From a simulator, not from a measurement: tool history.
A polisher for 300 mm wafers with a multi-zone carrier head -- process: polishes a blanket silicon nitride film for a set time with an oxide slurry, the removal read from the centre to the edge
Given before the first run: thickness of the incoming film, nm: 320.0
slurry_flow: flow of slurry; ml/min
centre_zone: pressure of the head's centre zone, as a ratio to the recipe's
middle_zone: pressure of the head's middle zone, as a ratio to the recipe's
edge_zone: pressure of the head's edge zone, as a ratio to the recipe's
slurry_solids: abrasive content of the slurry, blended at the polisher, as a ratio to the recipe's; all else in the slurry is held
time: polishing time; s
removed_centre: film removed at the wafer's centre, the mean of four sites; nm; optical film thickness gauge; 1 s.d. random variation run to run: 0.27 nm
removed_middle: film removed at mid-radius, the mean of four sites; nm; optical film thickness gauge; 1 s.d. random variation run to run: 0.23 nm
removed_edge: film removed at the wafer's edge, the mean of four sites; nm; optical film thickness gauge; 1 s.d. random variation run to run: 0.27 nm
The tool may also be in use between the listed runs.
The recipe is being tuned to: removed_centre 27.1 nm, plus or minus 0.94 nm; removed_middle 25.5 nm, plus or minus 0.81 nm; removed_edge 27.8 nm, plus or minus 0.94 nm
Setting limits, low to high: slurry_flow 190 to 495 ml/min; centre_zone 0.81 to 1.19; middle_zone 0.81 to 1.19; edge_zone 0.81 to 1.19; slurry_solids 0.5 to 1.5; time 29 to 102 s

run  hour  slurry_flow  centre_zone  middle_zone  edge_zone  slurry_solids  time  removed_centre  removed_middle  removed_edge
  1     0          320            1            1          1              1    65          35.341           36.14        37.428
  2   6.1          320            1         0.98       0.98            0.9    65          34.043          34.284        34.824
  3   7.3          320            1         1.05       0.98            0.9    65           33.31          35.944        35.441
  4   8.7          320            1         1.05       0.98            0.9    76          39.023          41.976        40.326
  5    10          320            1         1.05       0.98            0.8    76          37.509          39.974        38.847
  6  12.4          320            1          1.1       0.98            0.8    76          37.447          41.236        38.654
  7  15.1          315            1         1.06       0.97           0.75    74          34.968          37.879         35.93
  8  18.6          295         1.01         0.96       0.97            0.5    67          25.461          24.723        25.976
  9  20.3          305         1.01         0.96       0.98            0.5    67           25.35          25.014        25.901
 10  26.6          305         1.02         0.96          1            0.5    67          25.712          24.527        26.212
 11  32.8          310         1.02         0.96       1.01            0.5    67          25.183          24.908        26.481
 12  39.3          315         1.03         0.96       1.02            0.5    67          25.907          25.444        26.812
 13  41.8          315         1.04         0.95       1.03            0.5    67          26.195          25.305        26.767
 14  42.9          315         1.04         0.94       1.04            0.5    67          26.811          24.812        26.811

Consider the 4 candidate settings below. Which is the only one whose results all fall within their allowed miss of target?
  A    44          295          1.1            1       0.99            0.7    54               ?               ?             ?
  B    44          300         1.05         0.87       1.05           0.55    63               ?               ?             ?
  C    44          290         1.04         0.93       0.99           0.65    61               ?               ?             ?
  D    44          330         1.03         0.95       0.86            0.5    68               ?               ?             ?

move  removed_centre  removed_middle  removed_edge
   A          26.868          24.823        25.762
   B          26.161          22.776        26.925
   C          27.485          25.424         27.94
   D          26.459          25.089        25.708
A: lands further from the targets than the last run did
B: brings the last run's worst result on target, with another outside its allowed miss
C: meets every target
D: lands further from the targets than the last run did
C is the move that brings every result within its allowed miss.
